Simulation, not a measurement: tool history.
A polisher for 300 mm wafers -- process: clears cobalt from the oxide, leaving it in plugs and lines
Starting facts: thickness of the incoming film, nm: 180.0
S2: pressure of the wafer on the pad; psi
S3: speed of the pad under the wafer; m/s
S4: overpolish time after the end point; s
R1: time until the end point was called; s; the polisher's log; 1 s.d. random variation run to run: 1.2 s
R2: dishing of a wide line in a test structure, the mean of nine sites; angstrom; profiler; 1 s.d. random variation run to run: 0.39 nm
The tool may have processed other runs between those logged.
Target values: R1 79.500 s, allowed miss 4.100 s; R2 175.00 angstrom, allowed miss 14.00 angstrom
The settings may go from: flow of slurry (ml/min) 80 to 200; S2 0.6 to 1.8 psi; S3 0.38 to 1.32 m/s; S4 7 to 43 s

{"run": 1, "day": 0.0, "flow of slurry (ml/min)": 130, "S2": 1.2, "S3": 0.84, "S4": 22, "R1": 83.366, "R2": 382.39}
{"run": 2, "day": 0.304, "flow of slurry (ml/min)": 145, "S2": 1.2, "S3": 0.84, "S4": 22, "R1": 83.866, "R2": 389.08}
{"run": 3, "day": 0.538, "flow of slurry (ml/min)": 145, "S2": 1.3, "S3": 0.84, "S4": 22, "R1": 79.034, "R2": 417.54}
{"run": 4, "day": 0.592, "flow of slurry (ml/min)": 130, "S2": 1.3, "S3": 0.84, "S4": 22, "R1": 79.428, "R2": 406.77}
{"run": 5, "day": 0.921, "flow of slurry (ml/min)": 130, "S2": 1.5, "S3": 0.84, "S4": 22, "R1": 71.893, "R2": 435.51}
{"run": 6, "day": 0.95, "flow of slurry (ml/min)": 120, "S2": 1.4, "S3": 0.84, "S4": 19, "R1": 75.569, "R2": 379.8}
{"run": 7, "day": 1.162, "flow of slurry (ml/min)": 110, "S2": 1.3, "S3": 0.88, "S4": 16, "R1": 79.157, "R2": 328.8}
{"run": 8, "day": 1.304, "flow of slurry (ml/min)": 105, "S2": 1.3, "S3": 0.9, "S4": 14, "R1": 77.561, "R2": 286.92}
{"run": 9, "day": 1.342, "flow of slurry (ml/min)": 100, "S2": 1.2, "S3": 0.96, "S4": 12, "R1": 77.39, "R2": 257.33}
{"run": 10, "day": 1.496, "flow of slurry (ml/min)": 95, "S2": 1.1, "S3": 1.02, "S4": 11, "R1": 80.752, "R2": 228.22}
{"run": 11, "day": 1.762, "flow of slurry (ml/min)": 95, "S2": 1.1, "S3": 1.02, "S4": 11, "R1": 79.681, "R2": 230.19}
{"run": 12, "day": 1.967, "flow of slurry (ml/min)": 90, "S2": 1.1, "S3": 1.06, "S4": 10, "R1": 76.943, "R2": 213.9}
{"run": 13, "day": 2.038, "flow of slurry (ml/min)": 90, "S2": 1.1, "S3": 1.08, "S4": 9, "R1": 77.435, "R2": 200.89}
{"run": 14, "day": 2.396, "flow of slurry (ml/min)": 90, "S2": 1.1, "S3": 1.1, "S4": 8, "R1": 74.829, "R2": 174.33}

Exercise: of the 4 proposed moves below, exactly one satisfies all targets within the stated allowed misses. Which move is it?
{"run": "A", "day": 2.754, "flow of slurry (ml/min)": 100, "S2": 1.0, "S3": 1.24, "S4": 7, "R1": "?", "R2": "?"}
{"run": "B", "day": 2.754, "flow of slurry (ml/min)": 90, "S2": 1.2, "S3": 1.12, "S4": 7, "R1": "?", "R2": "?"}
{"run": "C", "day": 2.754, "flow of slurry (ml/min)": 85, "S2": 0.9, "S3": 1.24, "S4": 8, "R1": "?", "R2": "?"}
{"run": "D", "day": 2.754, "flow of slurry (ml/min)": 90, "S2": 1.0, "S3": 1.24, "S4": 8, "R1": "?", "R2": "?"}

move=A R1=70.999 R2=182.65
move=B R1=69.824 R2=185.40
move=C R1=78.958 R2=187.23
move=D R1=72.408 R2=202.30
A: lands further from the targets than the last run did
B: lands further from the targets than the last run did
C: in spec on every target
D: lands further from the targets than the last run did
C meets every target.

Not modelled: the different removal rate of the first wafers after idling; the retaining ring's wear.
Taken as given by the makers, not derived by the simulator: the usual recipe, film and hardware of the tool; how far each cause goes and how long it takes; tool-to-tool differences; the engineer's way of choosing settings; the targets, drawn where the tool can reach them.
